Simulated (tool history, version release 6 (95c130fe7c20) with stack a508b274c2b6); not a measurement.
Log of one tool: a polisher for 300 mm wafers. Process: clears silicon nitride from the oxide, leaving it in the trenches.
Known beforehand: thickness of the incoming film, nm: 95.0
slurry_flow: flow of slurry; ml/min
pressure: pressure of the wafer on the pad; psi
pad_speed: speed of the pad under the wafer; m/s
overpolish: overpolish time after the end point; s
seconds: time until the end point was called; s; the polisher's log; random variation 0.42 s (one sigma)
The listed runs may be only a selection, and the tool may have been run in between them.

Run 1, hour 0.0: slurry_flow 195 ml/min, pressure 3.3 psi, pad_speed 1.00 m/s, overpolish 5 s. Result: seconds 83.938 s.
Run 2, hour 4.6: slurry_flow 200 ml/min, pressure 3.9 psi, pad_speed 1.02 m/s, overpolish 5 s. Result: seconds 70.734 s.
Run 3, hour 7.4: slurry_flow 200 ml/min, pressure 3.9 psi, pad_speed 1.02 m/s, overpolish 5 s. Result: seconds 68.601 s.
Run 4, hour 11.7: slurry_flow 205 ml/min, pressure 4.3 psi, pad_speed 1.02 m/s, overpolish 5 s. Result: seconds 61.833 s.
Run 5, hour 13.9: slurry_flow 205 ml/min, pressure 3.5 psi, pad_speed 1.02 m/s, overpolish 5 s. Result: seconds 76.411 s.
Run 6, hour 18.6: slurry_flow 220 ml/min, pressure 4.0 psi, pad_speed 1.02 m/s, overpolish 5 s. Result: seconds 67.104 s.

Run 7 comes next. What will it give?
Run 7, hour 19.4: slurry_flow 220 ml/min, pressure 4.4 psi, pad_speed 1.04 m/s, overpolish 5 s. Result: seconds ?.

seconds: 59.369 s

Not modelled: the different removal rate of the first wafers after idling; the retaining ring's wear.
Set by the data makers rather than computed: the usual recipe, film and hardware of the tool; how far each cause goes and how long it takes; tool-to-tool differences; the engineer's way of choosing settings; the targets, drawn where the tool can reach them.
